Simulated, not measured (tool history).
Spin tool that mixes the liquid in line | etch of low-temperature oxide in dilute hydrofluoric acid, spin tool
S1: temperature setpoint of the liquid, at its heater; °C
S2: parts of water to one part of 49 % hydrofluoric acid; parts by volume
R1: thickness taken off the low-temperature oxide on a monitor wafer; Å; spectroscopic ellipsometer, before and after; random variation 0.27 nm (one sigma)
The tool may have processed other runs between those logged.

run 1 hour=0.0 | S1=21.0 S2=55 time_under_the_liquid_(s)=55 | R1=218.83
run 2 hour=4.4 | S1=21.0 S2=55 time_under_the_liquid_(s)=60 | R1=234.86
run 3 hour=12.1 | S1=22.0 S2=55 time_under_the_liquid_(s)=60 | R1=244.44
run 4 hour=18.3 | S1=23.0 S2=55 time_under_the_liquid_(s)=60 | R1=256.86
run 5 hour=26.1 | S1=21.0 S2=55 time_under_the_liquid_(s)=60 | R1=235.27
run 6 hour=28.6 | S1=21.0 S2=55 time_under_the_liquid_(s)=55 | R1=216.00
run 7 hour=35.2 | S1=22.5 S2=55 time_under_the_liquid_(s)=55 | R1=230.81

Predict the results of run 8:
run 8 hour=39.2 | S1=23.5 S2=55 time_under_the_liquid_(s)=55 | R1=?

R1: 243.99 Å
